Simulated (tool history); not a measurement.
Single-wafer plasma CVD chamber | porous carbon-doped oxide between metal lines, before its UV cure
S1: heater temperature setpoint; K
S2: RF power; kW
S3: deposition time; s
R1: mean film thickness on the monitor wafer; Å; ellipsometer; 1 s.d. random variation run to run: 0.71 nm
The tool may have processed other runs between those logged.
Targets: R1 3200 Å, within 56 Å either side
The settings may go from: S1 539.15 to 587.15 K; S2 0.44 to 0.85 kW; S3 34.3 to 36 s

run 1 day=0 | S1=563.15 S2=0.645 S3=36 | R1=2591.2
run 2 day=0.046 | S1=560.15 S2=0.655 S3=36 | R1=2648.9
run 3 day=0.229 | S1=560.15 S2=0.7 S3=36 | R1=2763.8
run 4 day=0.375 | S1=558.15 S2=0.71 S3=36 | R1=2829.7
run 5 day=0.592 | S1=558.15 S2=0.71 S3=34.3 | R1=2679.4
run 6 day=0.896 | S1=556.15 S2=0.725 S3=34.4 | R1=2769.9
run 7 day=1.246 | S1=554.15 S2=0.735 S3=34.4 | R1=2816.5
run 8 day=1.35 | S1=552.15 S2=0.745 S3=34.4 | R1=2876.8
run 9 day=1.712 | S1=551.15 S2=0.755 S3=34.4 | R1=2906
run 10 day=1.888 | S1=550.15 S2=0.765 S3=34.4 | R1=2951.9
run 11 day=2.008 | S1=549.15 S2=0.77 S3=34.4 | R1=2982.5
run 12 day=2.088 | S1=548.15 S2=0.775 S3=34.4 | R1=3015.9

5 candidate next runs follow, results not yet known. Just one meets every target within its allowed miss. Identify it.
run A day=2.167 | S1=545.15 S2=0.85 S3=35.2 | R1=?
run B day=2.167 | S1=542.15 S2=0.815 S3=36 | R1=?
run C day=2.167 | S1=545.15 S2=0.835 S3=35.5 | R1=?
run D day=2.167 | S1=553.15 S2=0.82 S3=36 | R1=?
run E day=2.167 | S1=539.15 S2=0.8 S3=35.5 | R1=?

move=A R1=3329.5
move=B R1=3373.6
move=C R1=3320.4
move=D R1=3181.4
move=E R1=3347.7
A: pushes the last run's worst result past its target
B: pushes the last run's worst result past its target
C: pushes the last run's worst result past its target
D: all results land within tolerance of their targets
E: pushes the last run's worst result past its target
D is the move that brings every result within its allowed miss.

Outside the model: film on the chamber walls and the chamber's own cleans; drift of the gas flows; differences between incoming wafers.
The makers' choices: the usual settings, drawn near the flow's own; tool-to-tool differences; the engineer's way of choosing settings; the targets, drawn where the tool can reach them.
